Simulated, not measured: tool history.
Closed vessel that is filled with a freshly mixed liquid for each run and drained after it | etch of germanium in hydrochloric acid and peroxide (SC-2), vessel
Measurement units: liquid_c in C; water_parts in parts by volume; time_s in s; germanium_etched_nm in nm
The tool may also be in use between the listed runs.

run 1 day=0.000 | liquid_c=65.0 water_parts=7.5 time_s=30 | germanium_etched_nm=143.85
run 2 day=0.379 | liquid_c=66.0 water_parts=7.5 time_s=30 | germanium_etched_nm=147.71
run 3 day=0.762 | liquid_c=70.0 water_parts=7.5 time_s=30 | germanium_etched_nm=165.71
run 4 day=0.938 | liquid_c=70.5 water_parts=7.5 time_s=30 | germanium_etched_nm=167.92
run 5 day=1.138 | liquid_c=67.0 water_parts=7.5 time_s=30 | germanium_etched_nm=151.84
run 6 day=1.279 | liquid_c=67.5 water_parts=7.5 time_s=30 | germanium_etched_nm=155.22
run 7 day=1.562 | liquid_c=68.0 water_parts=7.5 time_s=30 | germanium_etched_nm=157.35
run 8 day=1.754 | liquid_c=68.5 water_parts=7.5 time_s=30 | germanium_etched_nm=158.86
run 9 day=1.883 | liquid_c=68.5 water_parts=7.5 time_s=30 | germanium_etched_nm=158.93
run 10 day=2.112 | liquid_c=69.0 water_parts=7.5 time_s=30 | germanium_etched_nm=160.82

Estimate the outcome of run 11 from the log above:
run 11 day=2.275 | liquid_c=69.5 water_parts=7.5 time_s=30 | germanium_etched_nm=?

germanium_etched_nm: 163.40 nm

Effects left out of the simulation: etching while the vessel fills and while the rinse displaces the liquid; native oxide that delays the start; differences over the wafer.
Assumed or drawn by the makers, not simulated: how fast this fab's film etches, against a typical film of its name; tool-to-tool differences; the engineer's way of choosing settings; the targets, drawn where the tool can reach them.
